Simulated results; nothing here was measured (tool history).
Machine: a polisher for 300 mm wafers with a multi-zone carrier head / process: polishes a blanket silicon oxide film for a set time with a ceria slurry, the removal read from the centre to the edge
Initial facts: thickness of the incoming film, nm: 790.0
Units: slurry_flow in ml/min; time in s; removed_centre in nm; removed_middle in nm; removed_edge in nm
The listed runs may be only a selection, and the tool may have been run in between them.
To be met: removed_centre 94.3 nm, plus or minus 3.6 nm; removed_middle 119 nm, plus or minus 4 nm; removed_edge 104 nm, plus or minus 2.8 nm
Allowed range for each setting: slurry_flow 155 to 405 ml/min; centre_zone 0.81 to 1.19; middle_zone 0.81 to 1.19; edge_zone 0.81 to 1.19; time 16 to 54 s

run  hour  slurry_flow  centre_zone  middle_zone  edge_zone  time  removed_centre  removed_middle  removed_edge
  1     0          260            1            1          1    35          152.59           158.3        152.49
  2   6.1          255         0.96         1.01       0.96    32          132.69          147.53        136.04
  3  14.7          315         0.96         1.01       0.96    32          133.98          148.32        138.96
  4  20.6          315         0.96         1.01       0.96    25          108.21          114.52        108.53
  5  26.7          375         0.96         1.01       0.96    25           108.5          119.16        109.88
  6  34.7          375         0.96         1.07       0.96    25          107.76          124.93        109.85
  7  37.3          375         0.93         1.06       0.94    25          104.19          123.25         107.7
  8  46.3          375         0.91         1.05       0.93    25          102.74           120.4           108

Pick the move, out of 5, that brings all results within their allowed miss; only one does.
  A  55.3          385         0.95         1.04       0.87    26               ?               ?             ?
  B  55.3          320         0.86         1.05        0.9    25               ?               ?             ?
  C  55.3          360         0.83         1.18       0.87    24               ?               ?             ?
  D  55.3          405         0.84         1.13       0.94    23               ?               ?             ?
  E  55.3          405         0.95         1.15       0.84    24               ?               ?             ?

move  removed_centre  removed_middle  removed_edge
   A          110.51          123.87        107.74
   B          94.564          118.37           104
   C          88.607          126.85        98.874
   D          86.748          118.12        98.917
   E           102.5          125.08        98.029
A: moves away from the targets compared with the last run
B: all results land within tolerance of their targets
C: moves the result that the last run missed by most past its target, out the other side
D: moves the result that the last run missed by most past its target, out the other side
E: as far off as the last run
Answer: B

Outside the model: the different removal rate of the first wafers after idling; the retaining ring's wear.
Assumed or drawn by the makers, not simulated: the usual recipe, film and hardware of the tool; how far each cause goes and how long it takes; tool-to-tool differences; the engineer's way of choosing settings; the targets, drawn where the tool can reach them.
